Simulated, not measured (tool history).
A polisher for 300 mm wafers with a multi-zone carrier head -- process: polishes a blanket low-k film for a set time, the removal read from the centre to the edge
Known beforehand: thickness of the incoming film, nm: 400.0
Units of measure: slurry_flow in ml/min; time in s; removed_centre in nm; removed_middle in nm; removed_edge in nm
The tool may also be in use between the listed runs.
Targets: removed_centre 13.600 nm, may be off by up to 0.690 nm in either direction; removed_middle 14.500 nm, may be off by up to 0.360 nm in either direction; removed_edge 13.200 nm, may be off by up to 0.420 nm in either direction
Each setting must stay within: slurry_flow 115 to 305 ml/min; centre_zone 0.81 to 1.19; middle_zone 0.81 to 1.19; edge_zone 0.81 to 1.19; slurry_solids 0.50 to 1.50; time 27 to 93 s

run	hour	slurry_flow	centre_zone	middle_zone	edge_zone	slurry_solids	time	removed_centre	removed_middle	removed_edge
1	0.0	195	1.00	1.00	1.00	1.00	59	18.151	17.779	17.250
2	8.6	195	1.00	0.97	1.00	1.00	59	18.158	17.419	17.511
3	16.1	240	1.00	0.97	1.00	1.00	59	18.840	17.905	17.697
4	20.6	240	1.00	0.93	1.00	1.00	59	18.594	17.520	17.779
5	23.2	260	1.00	0.93	1.00	1.00	59	18.764	17.379	17.775
6	28.9	260	0.97	0.95	0.95	0.85	59	17.455	16.413	16.312
7	32.1	205	0.87	1.03	0.85	0.60	58	12.277	14.123	12.443
8	34.0	215	0.89	1.02	0.86	0.60	58	13.057	13.870	12.517
9	37.0	225	0.89	1.02	0.88	0.60	58	13.151	14.310	12.928
10	44.4	230	0.89	1.02	0.88	0.60	58	12.670	14.337	12.754

Pick the move, out of 4, that brings all results within their allowed miss; only one does.
A	51.8	240	0.93	1.10	0.92	0.55	56	?	?	?
B	51.8	225	0.87	1.08	0.89	0.55	59	?	?	?
C	51.8	175	0.95	1.04	0.91	0.80	53	?	?	?
D	51.8	240	1.03	0.95	0.81	0.65	58	?	?	?

move	removed_centre	removed_middle	removed_edge
A	12.121	13.899	12.070
B	11.926	14.302	12.448
C	13.447	14.527	13.333
D	15.030	13.944	12.944
A: moves away from the targets compared with the last run
B: moves away from the targets compared with the last run
C: each result inside its tolerance
D: moves the result that the last run missed by most past its target, out the other side
The move that meets every target is C.

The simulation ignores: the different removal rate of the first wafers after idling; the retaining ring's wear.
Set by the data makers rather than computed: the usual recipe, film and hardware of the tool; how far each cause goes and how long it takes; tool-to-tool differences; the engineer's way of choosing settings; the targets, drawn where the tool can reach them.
